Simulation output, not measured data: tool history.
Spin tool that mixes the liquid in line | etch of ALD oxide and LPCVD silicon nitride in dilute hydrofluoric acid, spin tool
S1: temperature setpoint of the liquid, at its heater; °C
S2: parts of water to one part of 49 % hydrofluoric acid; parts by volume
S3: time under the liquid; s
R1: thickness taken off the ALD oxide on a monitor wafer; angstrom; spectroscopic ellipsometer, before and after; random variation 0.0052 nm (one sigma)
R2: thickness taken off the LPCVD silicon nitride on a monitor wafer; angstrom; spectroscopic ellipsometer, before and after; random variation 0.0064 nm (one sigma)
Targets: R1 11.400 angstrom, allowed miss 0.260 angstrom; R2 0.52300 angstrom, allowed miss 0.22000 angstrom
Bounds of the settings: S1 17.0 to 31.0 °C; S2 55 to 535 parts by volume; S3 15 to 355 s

run	hour	S1	S2	S3	R1	R2
1	0.0	23.0	295	180	55.806	3.07740
2	2.6	21.5	365	165	36.257	1.75050
3	7.0	18.5	365	165	32.916	1.71510
4	12.0	18.0	415	150	24.843	1.02820
5	20.1	18.0	415	105	17.415	0.78743
# hour 22.8: hydrofluoric acid flow meter replaced
6	22.8	18.0	505	105	14.733	0.81172
7	30.3	17.5	510	100	13.632	0.59564
8	33.9	17.5	515	95	12.775	0.78800
9	36.2	17.5	520	90	11.907	0.72376

4 next moves are on the table. One of them brings every result within its allowed miss. Which?
A	38.5	17.0	425	75	?	?
B	38.5	21.0	535	85	?	?
C	38.5	17.0	510	85	?	?
D	38.5	26.5	535	75	?	?

move	R1	R2
A	12.690	0.63093
B	12.025	0.73303
C	11.252	0.60243
D	12.573	0.88581
A: further off than the last run
B: further off than the last run
C: meets every target
D: further off than the last run
Answer: C
